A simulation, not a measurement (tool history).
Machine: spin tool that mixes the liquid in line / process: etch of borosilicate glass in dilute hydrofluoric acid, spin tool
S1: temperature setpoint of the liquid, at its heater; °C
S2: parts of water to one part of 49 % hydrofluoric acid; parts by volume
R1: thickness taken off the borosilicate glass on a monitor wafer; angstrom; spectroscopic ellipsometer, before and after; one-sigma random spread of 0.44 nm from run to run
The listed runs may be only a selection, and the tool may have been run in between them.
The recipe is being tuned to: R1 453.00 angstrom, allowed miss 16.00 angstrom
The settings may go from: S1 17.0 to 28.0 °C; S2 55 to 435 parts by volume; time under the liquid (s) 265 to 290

{"run": 1, "hour": 0.0, "S1": 20.0, "S2": 245, "time under the liquid (s)": 265, "R1": 230.74}
{"run": 2, "hour": 2.1, "S1": 21.0, "S2": 230, "time under the liquid (s)": 265, "R1": 256.72}
{"run": 3, "hour": 2.9, "S1": 22.0, "S2": 215, "time under the liquid (s)": 265, "R1": 296.29}
{"run": 4, "hour": 7.6, "S1": 23.0, "S2": 210, "time under the liquid (s)": 265, "R1": 313.17}
{"run": 5, "hour": 9.4, "S1": 24.0, "S2": 205, "time under the liquid (s)": 265, "R1": 332.27}
{"run": 6, "hour": 14.2, "S1": 26.5, "S2": 205, "time under the liquid (s)": 265, "R1": 372.05}
{"run": 7, "hour": 18.0, "S1": 26.5, "S2": 200, "time under the liquid (s)": 265, "R1": 379.8}
{"run": 8, "hour": 23.9, "S1": 28.0, "S2": 170, "time under the liquid (s)": 265, "R1": 487.27}
{"run": 9, "hour": 30.3, "S1": 27.5, "S2": 170, "time under the liquid (s)": 265, "R1": 478.8}

Next run, 5 choices. One meets every target within its allowed miss, the rest don't. Which?
{"run": "A", "hour": 36.7, "S1": 25.0, "S2": 190, "time under the liquid (s)": 290, "R1": "?"}
{"run": "B", "hour": 36.7, "S1": 28.0, "S2": 205, "time under the liquid (s)": 290, "R1": "?"}
{"run": "C", "hour": 36.7, "S1": 26.5, "S2": 170, "time under the liquid (s)": 265, "R1": "?"}
{"run": "D", "hour": 36.7, "S1": 27.5, "S2": 165, "time under the liquid (s)": 265, "R1": "?"}
{"run": "E", "hour": 36.7, "S1": 28.0, "S2": 180, "time under the liquid (s)": 290, "R1": "?"}

move=A R1=417.55
move=B R1=423.84
move=C R1=461.07
move=D R1=495.70
move=E R1=497.23
A: takes the result that was furthest off past its target
B: takes the result that was furthest off past its target
C: each result inside its tolerance
D: the biggest miss grows against the last run
E: the biggest miss grows against the last run
Answer: C
